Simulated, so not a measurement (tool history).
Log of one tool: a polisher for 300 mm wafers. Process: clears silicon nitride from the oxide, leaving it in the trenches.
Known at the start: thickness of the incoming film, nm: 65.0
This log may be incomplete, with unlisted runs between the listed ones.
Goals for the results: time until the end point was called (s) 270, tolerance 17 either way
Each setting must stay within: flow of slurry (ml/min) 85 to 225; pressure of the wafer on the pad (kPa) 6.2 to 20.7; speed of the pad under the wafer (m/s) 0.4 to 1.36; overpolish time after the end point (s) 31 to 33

run,day,flow of slurry (ml/min),pressure of the wafer on the pad (kPa),speed of the pad under the wafer (m/s),overpolish time after the end point (s),time until the end point was called (s)
1,0,145,13.1,0.88,31,122.01
2,0.2,145,12.4,0.84,31,131.89
3,0.55,145,12.4,0.84,31,136.29
4,0.725,145,11.7,0.82,31,142.57
5,1.088,145,11.7,0.72,31,166.52
6,1.188,145,11,0.7,31,178.08
7,1.462,145,10.3,0.7,31,180.39
8,1.662,140,6.2,0.54,31,402
9,2.038,150,9.7,0.56,31,246.29
10,2.346,145,9.7,0.56,31,249.33
11,2.488,140,9.7,0.56,31,243.08

Exactly one of the 4 candidate moves below puts every result within its allowed miss. Which one?
A,2.629,150,10.3,0.56,31,?
B,2.629,125,9.7,0.62,33,?
C,2.629,110,9,0.6,33,?
D,2.629,120,12.4,0.52,33,?

move,time until the end point was called (s)
A,231.52
B,233.19
C,266.7
D,218.56
A: further off than the last run
B: further off than the last run
C: meets every target
D: further off than the last run
So the answer is move C, the one that meets all the targets.

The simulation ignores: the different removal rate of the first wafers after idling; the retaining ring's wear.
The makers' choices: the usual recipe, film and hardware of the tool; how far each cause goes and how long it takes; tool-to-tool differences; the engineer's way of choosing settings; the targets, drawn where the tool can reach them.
